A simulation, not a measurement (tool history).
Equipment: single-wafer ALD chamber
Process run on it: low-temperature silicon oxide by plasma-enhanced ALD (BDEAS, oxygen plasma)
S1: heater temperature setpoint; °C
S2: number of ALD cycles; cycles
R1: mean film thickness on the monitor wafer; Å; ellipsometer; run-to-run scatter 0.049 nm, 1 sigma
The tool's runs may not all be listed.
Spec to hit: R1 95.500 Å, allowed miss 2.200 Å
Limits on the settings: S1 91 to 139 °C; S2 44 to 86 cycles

| run | day | S1 | S2 | R1 |
|---|---|---|---|---|
| 1 | 0.000 | 115 | 65 | 85.666 |
| 2 | 0.208 | 109 | 65 | 86.569 |
| 3 | 0.425 | 102 | 65 | 87.786 |
| 4 | 0.558 | 101 | 67 | 91.018 |
| 5 | 0.704 | 101 | 73 | 99.514 |
| 6 | 1.038 | 101 | 78 | 105.550 |
| 7 | 1.404 | 103 | 76 | 103.210 |
| 8 | 1.450 | 104 | 74 | 100.540 |
| 9 | 1.608 | 104 | 73 | 98.927 |

Which one of the following 5 next-run settings gets every result inside its allowed miss? There is exactly one.
| A | 1.767 | 101 | 70 | ? |
| B | 1.767 | 107 | 75 | ? |
| C | 1.767 | 104 | 77 | ? |
| D | 1.767 | 100 | 67 | ? |
| E | 1.767 | 106 | 75 | ? |

| move | R1 |
|---|---|
| A | 94.510 |
| B | 100.090 |
| C | 103.360 |
| D | 90.803 |
| E | 100.280 |
A: meets every target
B: misses by more than the last run did
C: misses by more than the last run did
D: takes the result that was furthest off past its target
E: misses by more than the last run did
The move that meets every target is A.
